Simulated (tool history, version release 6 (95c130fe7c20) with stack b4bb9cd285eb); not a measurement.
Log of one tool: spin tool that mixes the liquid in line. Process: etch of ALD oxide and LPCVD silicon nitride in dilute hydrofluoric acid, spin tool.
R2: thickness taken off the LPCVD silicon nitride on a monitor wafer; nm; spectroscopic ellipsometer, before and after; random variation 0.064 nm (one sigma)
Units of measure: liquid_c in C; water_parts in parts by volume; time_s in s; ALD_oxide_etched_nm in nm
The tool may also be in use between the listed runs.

{"run": 1, "hour": 0.0, "liquid_c": 26.0, "water_parts": 135, "time_s": 180, "ALD_oxide_etched_nm": 19.544, "R2": 0.79027}
{"run": 2, "hour": 4.8, "liquid_c": 27.5, "water_parts": 110, "time_s": 180, "ALD_oxide_etched_nm": 25.992, "R2": 1.0041}
{"run": 3, "hour": 6.2, "liquid_c": 26.0, "water_parts": 110, "time_s": 180, "ALD_oxide_etched_nm": 24.673, "R2": 0.95012}
{"run": 4, "hour": 7.2, "liquid_c": 23.0, "water_parts": 110, "time_s": 180, "ALD_oxide_etched_nm": 21.953, "R2": 0.76138}
{"run": 5, "hour": 11.7, "liquid_c": 23.0, "water_parts": 110, "time_s": 225, "ALD_oxide_etched_nm": 27.506, "R2": 0.97705}
{"run": 6, "hour": 20.0, "liquid_c": 25.5, "water_parts": 100, "time_s": 220, "ALD_oxide_etched_nm": 33.002, "R2": 1.2652}
{"run": 7, "hour": 27.1, "liquid_c": 27.0, "water_parts": 95, "time_s": 215, "ALD_oxide_etched_nm": 36.312, "R2": 1.4679}
{"run": 8, "hour": 30.5, "liquid_c": 27.0, "water_parts": 95, "time_s": 215, "ALD_oxide_etched_nm": 36.189, "R2": 1.4729}
{"run": 9, "hour": 36.3, "liquid_c": 27.5, "water_parts": 90, "time_s": 210, "ALD_oxide_etched_nm": 38.471, "R2": 1.4242}

What will run 10 give?
{"run": 10, "hour": 41.1, "liquid_c": 28.5, "water_parts": 85, "time_s": 205, "ALD_oxide_etched_nm": "?", "R2": "?"}

{"run 10": {"ALD_oxide_etched_nm": 41.307, "R2": 1.7436}}
